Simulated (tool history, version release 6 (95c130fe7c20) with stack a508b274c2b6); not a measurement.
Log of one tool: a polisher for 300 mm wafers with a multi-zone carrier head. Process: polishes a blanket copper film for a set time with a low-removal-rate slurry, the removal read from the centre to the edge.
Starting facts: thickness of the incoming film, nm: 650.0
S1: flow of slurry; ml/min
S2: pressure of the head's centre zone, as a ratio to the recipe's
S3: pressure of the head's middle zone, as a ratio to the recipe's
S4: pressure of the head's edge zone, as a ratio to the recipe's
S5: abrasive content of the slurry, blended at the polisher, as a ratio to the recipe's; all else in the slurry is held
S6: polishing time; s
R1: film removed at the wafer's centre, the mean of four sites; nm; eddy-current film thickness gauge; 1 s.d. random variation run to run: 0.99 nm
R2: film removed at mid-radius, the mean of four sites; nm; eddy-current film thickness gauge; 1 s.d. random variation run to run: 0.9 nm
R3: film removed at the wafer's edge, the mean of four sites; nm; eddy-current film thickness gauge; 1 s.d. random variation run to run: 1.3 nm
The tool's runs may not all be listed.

Run 1, day 0.000: S1 230 ml/min, S2 1.00, S3 1.00, S4 1.00, S5 1.00, S6 66 s. Result: R1 137.68 nm, R2 140.58 nm, R3 141.85 nm.
Run 2, day 0.075: S1 230 ml/min, S2 1.00, S3 1.00, S4 1.00, S5 0.80, S6 66 s. Result: R1 132.10 nm, R2 134.10 nm, R3 134.34 nm.
Run 3, day 0.229: S1 230 ml/min, S2 1.00, S3 1.00, S4 1.00, S5 0.80, S6 82 s. Result: R1 163.45 nm, R2 164.00 nm, R3 165.83 nm.
Run 4, day 0.338: S1 230 ml/min, S2 1.00, S3 1.00, S4 0.92, S5 0.80, S6 82 s. Result: R1 163.55 nm, R2 165.26 nm, R3 160.65 nm.
Run 5, day 0.600: S1 230 ml/min, S2 1.04, S3 1.00, S4 0.92, S5 0.80, S6 82 s. Result: R1 166.39 nm, R2 164.95 nm, R3 161.87 nm.
Run 6, day 0.958: S1 215 ml/min, S2 0.98, S3 1.00, S4 0.91, S5 0.70, S6 80 s. Result: R1 147.73 nm, R2 154.90 nm, R3 150.32 nm.
Run 7, day 1.279: S1 215 ml/min, S2 0.96, S3 0.99, S4 0.89, S5 0.65, S6 79 s. Result: R1 140.28 nm, R2 149.56 nm, R3 143.02 nm.
Run 8, day 1.521: S1 205 ml/min, S2 0.94, S3 0.98, S4 0.87, S5 0.60, S6 79 s. Result: R1 135.18 nm, R2 142.37 nm, R3 141.12 nm.
Run 9, day 1.662: S1 200 ml/min, S2 0.93, S3 0.99, S4 0.86, S5 0.55, S6 78 s. Result: R1 126.83 nm, R2 139.21 nm, R3 132.39 nm.
Run 10, day 1.812: S1 190 ml/min, S2 0.92, S3 0.99, S4 0.86, S5 0.55, S6 78 s. Result: R1 125.73 nm, R2 138.00 nm, R3 131.87 nm.
Run 11, day 2.012: S1 180 ml/min, S2 0.91, S3 0.99, S4 0.86, S5 0.55, S6 78 s. Result: R1 122.37 nm, R2 137.26 nm, R3 134.49 nm.
Run 12, day 2.179: S1 180 ml/min, S2 0.91, S3 0.99, S4 0.85, S5 0.55, S6 78 s. Result: R1 122.10 nm, R2 137.80 nm, R3 133.12 nm.
Run 13, day 2.462: S1 155 ml/min, S2 0.90, S3 0.99, S4 0.81, S5 0.50, S6 78 s. Result: R1 115.54 nm, R2 129.59 nm, R3 122.98 nm.

Run 14 is up next; what results do you expect?
Run 14, day 2.562: S1 165 ml/min, S2 0.90, S3 0.99, S4 0.81, S5 0.50, S6 78 s. Result: R1 ?, R2 ?, R3 ?.

R1: 114.74 nm
R2: 130.64 nm
R3: 122.18 nm

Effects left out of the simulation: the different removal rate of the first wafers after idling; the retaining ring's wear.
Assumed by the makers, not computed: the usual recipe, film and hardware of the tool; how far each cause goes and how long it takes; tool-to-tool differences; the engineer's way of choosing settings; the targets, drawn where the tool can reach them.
